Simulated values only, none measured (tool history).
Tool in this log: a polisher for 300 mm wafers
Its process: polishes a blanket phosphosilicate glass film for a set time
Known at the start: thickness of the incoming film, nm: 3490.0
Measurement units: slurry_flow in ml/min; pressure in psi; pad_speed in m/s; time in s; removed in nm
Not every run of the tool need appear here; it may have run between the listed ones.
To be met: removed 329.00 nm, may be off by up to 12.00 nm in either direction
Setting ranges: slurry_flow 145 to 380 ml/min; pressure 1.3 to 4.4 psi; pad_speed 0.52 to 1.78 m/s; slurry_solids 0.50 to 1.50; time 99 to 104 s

Run 1, hour 0.0: slurry_flow 245 ml/min, pressure 2.8 psi, pad_speed 1.14 m/s, slurry_solids 1.00, time 99 s. Result: removed 790.34 nm.
Run 2, hour 8.4: slurry_flow 245 ml/min, pressure 2.8 psi, pad_speed 1.42 m/s, slurry_solids 1.00, time 99 s. Result: removed 939.48 nm.
Run 3, hour 10.4: slurry_flow 285 ml/min, pressure 2.8 psi, pad_speed 1.42 m/s, slurry_solids 1.00, time 99 s. Result: removed 961.57 nm.
Run 4, hour 12.4: slurry_flow 285 ml/min, pressure 2.8 psi, pad_speed 1.42 m/s, slurry_solids 0.85, time 99 s. Result: removed 872.86 nm.
Run 5, hour 14.1: slurry_flow 285 ml/min, pressure 2.6 psi, pad_speed 1.34 m/s, slurry_solids 0.85, time 99 s. Result: removed 798.89 nm.
Run 6, hour 21.6: slurry_flow 285 ml/min, pressure 2.4 psi, pad_speed 1.24 m/s, slurry_solids 0.85, time 99 s. Result: removed 702.37 nm.
Run 7, hour 25.4: slurry_flow 285 ml/min, pressure 2.3 psi, pad_speed 1.16 m/s, slurry_solids 0.85, time 99 s. Result: removed 627.58 nm.
Run 8, hour 26.7: slurry_flow 285 ml/min, pressure 2.2 psi, pad_speed 1.10 m/s, slurry_solids 0.85, time 99 s. Result: removed 563.45 nm.
Run 9, hour 31.0: slurry_flow 285 ml/min, pressure 2.1 psi, pad_speed 1.06 m/s, slurry_solids 0.85, time 99 s. Result: removed 537.48 nm.
Run 10, hour 37.0: slurry_flow 285 ml/min, pressure 2.0 psi, pad_speed 1.02 m/s, slurry_solids 0.85, time 99 s. Result: removed 481.82 nm.
Run 11, hour 44.7: slurry_flow 285 ml/min, pressure 1.9 psi, pad_speed 1.00 m/s, slurry_solids 0.85, time 99 s. Result: removed 455.38 nm.
Run 12, hour 46.6: slurry_flow 285 ml/min, pressure 1.8 psi, pad_speed 1.00 m/s, slurry_solids 0.85, time 99 s. Result: removed 435.56 nm.
Run 13, hour 47.1: slurry_flow 285 ml/min, pressure 1.7 psi, pad_speed 1.00 m/s, slurry_solids 0.85, time 99 s. Result: removed 416.64 nm.
Run 14, hour 50.7: slurry_flow 285 ml/min, pressure 1.6 psi, pad_speed 1.00 m/s, slurry_solids 0.85, time 99 s. Result: removed 395.25 nm.
Run 15, hour 54.4: slurry_flow 280 ml/min, pressure 1.6 psi, pad_speed 1.00 m/s, slurry_solids 0.85, time 99 s. Result: removed 392.04 nm.
Run 16, hour 60.7: slurry_flow 275 ml/min, pressure 1.6 psi, pad_speed 1.00 m/s, slurry_solids 0.85, time 99 s. Result: removed 396.87 nm.

Next run, 5 choices. One meets every target within its allowed miss, the rest don't. Which?
Run A, hour 67.0: slurry_flow 175 ml/min, pressure 1.4 psi, pad_speed 1.32 m/s, slurry_solids 0.70, time 99 s. Result: removed ?.
Run B, hour 67.0: slurry_flow 305 ml/min, pressure 1.7 psi, pad_speed 1.00 m/s, slurry_solids 0.90, time 104 s. Result: removed ?.
Run C, hour 67.0: slurry_flow 245 ml/min, pressure 1.9 psi, pad_speed 0.90 m/s, slurry_solids 0.85, time 104 s. Result: removed ?.
Run D, hour 67.0: slurry_flow 280 ml/min, pressure 1.3 psi, pad_speed 1.16 m/s, slurry_solids 0.85, time 99 s. Result: removed ?.
Run E, hour 67.0: slurry_flow 310 ml/min, pressure 1.5 psi, pad_speed 0.82 m/s, slurry_solids 0.90, time 99 s. Result: removed ?.

move  removed
   A   363.21
   B   452.91
   C   439.14
   D   362.75
   E   327.16
A: closes in on the targets versus the last run, not all within tolerance yet
B: lands further from the targets than the last run did
C: lands further from the targets than the last run did
D: closes in on the targets versus the last run, not all within tolerance yet
E: all results land within tolerance of their targets
E meets every target.

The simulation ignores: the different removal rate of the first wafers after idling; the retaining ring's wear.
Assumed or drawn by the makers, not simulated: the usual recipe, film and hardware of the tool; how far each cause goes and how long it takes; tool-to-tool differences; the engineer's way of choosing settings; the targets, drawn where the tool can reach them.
